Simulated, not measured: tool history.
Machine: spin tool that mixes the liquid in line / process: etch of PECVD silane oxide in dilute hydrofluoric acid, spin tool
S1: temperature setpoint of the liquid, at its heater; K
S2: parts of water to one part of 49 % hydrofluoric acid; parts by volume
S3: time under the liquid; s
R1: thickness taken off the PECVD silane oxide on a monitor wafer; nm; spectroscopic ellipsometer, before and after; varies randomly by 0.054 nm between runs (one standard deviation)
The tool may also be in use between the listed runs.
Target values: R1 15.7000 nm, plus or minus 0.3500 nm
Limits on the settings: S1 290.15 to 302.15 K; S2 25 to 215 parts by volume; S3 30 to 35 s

run,day,S1,S2,S3,R1
1,0.000,294.15,120,35,5.6704
2,0.158,294.15,120,35,5.6328
3,0.200,294.15,120,35,5.6321
4,0.558,295.65,105,35,6.9635
5,0.725,297.15,90,35,8.7194
6,1.083,300.15,90,35,9.8922
7,1.400,300.65,80,35,11.4690
8,1.617,301.15,75,35,12.5900

Pick the move, out of 5, that brings all results within their allowed miss; only one does.
A,1.833,301.15,90,35,?
B,1.833,302.15,55,30,?
C,1.833,301.65,60,35,?
D,1.833,302.15,60,35,?
E,1.833,300.15,95,35,?

move,R1
A,10.2830
B,15.7650
C,16.4100
D,16.7350
E,9.3101
A: the biggest miss grows against the last run
B: hits every target within its allowed miss
C: takes the result that was furthest off past its target
D: takes the result that was furthest off past its target
E: the biggest miss grows against the last run
Go with B: it meets all targets.
